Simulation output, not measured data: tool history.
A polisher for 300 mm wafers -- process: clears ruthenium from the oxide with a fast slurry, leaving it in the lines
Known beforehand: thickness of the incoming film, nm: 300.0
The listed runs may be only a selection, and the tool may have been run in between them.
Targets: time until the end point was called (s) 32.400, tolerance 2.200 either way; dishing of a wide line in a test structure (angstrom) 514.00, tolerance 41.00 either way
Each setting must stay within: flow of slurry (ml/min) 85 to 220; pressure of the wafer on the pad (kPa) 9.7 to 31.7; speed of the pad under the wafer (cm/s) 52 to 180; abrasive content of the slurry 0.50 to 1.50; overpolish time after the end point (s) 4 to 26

run,day,flow of slurry (ml/min),pressure of the wafer on the pad (kPa),speed of the pad under the wafer (cm/s),abrasive content of the slurry,overpolish time after the end point (s),time until the end point was called (s),dishing of a wide line in a test structure (angstrom)
1,0.000,140,20.7,116,1.00,13,67.259,380.86
2,0.121,140,23.4,116,1.00,13,61.591,389.01
3,0.467,140,25.5,116,1.00,13,56.698,405.53
4,0.771,140,26.2,122,1.00,13,51.832,432.98
5,1.075,140,26.9,126,1.00,13,47.629,438.70
6,1.242,140,30.3,126,1.00,13,43.673,497.85
7,1.396,140,30.3,130,1.00,13,41.637,485.16
8,1.592,140,30.3,132,1.00,13,42.476,500.64
9,1.729,140,30.3,136,1.00,13,41.250,483.18
10,1.950,140,30.3,140,1.00,13,39.519,506.32
11,2.271,140,30.3,142,1.00,13,38.151,513.01
12,2.433,140,30.3,144,1.00,13,36.945,506.58
13,2.629,140,30.3,146,1.00,13,38.790,517.74
14,2.712,140,30.3,148,1.00,13,37.439,550.09
15,2.821,140,30.3,150,1.00,13,37.075,522.95
16,2.883,140,30.3,152,1.00,13,36.800,523.70
17,2.921,140,30.3,154,1.00,13,35.872,535.39

4 candidate next runs follow, results not yet known. Just one meets every target within its allowed miss. Identify it.
A,2.958,120,31.7,160,1.05,8,?,?
B,2.958,130,29.0,180,0.95,11,?,?
C,2.958,140,29.6,154,1.00,12,?,?
D,2.958,125,29.6,166,0.90,8,?,?

move,time until the end point was called (s),dishing of a wide line in a test structure (angstrom)
A,33.081,428.52
B,33.076,510.46
C,36.224,509.49
D,36.195,405.32
A: brings the result that was furthest off to its target, and leaves another outside
B: each result inside its tolerance
C: further off than the last run
D: further off than the last run
The right move is B.
